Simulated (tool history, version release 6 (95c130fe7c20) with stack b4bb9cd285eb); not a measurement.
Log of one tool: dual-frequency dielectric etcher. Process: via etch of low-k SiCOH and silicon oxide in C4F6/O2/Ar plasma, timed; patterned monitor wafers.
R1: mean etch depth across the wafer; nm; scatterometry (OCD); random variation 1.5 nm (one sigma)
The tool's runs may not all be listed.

{"run": 1, "hour": 0.0, "source power (W)": 400, "bias power (W)": 186, "etch time (s)": 116, "R1": 321.07}
{"run": 2, "hour": 7.8, "source power (W)": 340, "bias power (W)": 186, "etch time (s)": 116, "R1": 303.63}
{"run": 3, "hour": 16.2, "source power (W)": 340, "bias power (W)": 186, "etch time (s)": 116, "R1": 303.72}
{"run": 4, "hour": 18.2, "source power (W)": 370, "bias power (W)": 191, "etch time (s)": 116, "R1": 315.77}
{"run": 5, "hour": 23.4, "source power (W)": 390, "bias power (W)": 195, "etch time (s)": 116, "R1": 324.6}
{"run": 6, "hour": 27.8, "source power (W)": 390, "bias power (W)": 195, "etch time (s)": 121, "R1": 337.77}
{"run": 7, "hour": 31.5, "source power (W)": 400, "bias power (W)": 198, "etch time (s)": 121, "R1": 343.74}

The next listed run, before its measurement:
{"run": 8, "hour": 39.9, "source power (W)": 410, "bias power (W)": 200, "etch time (s)": 121, "R1": "?"}

{"run 8": {"R1": 347.16}}
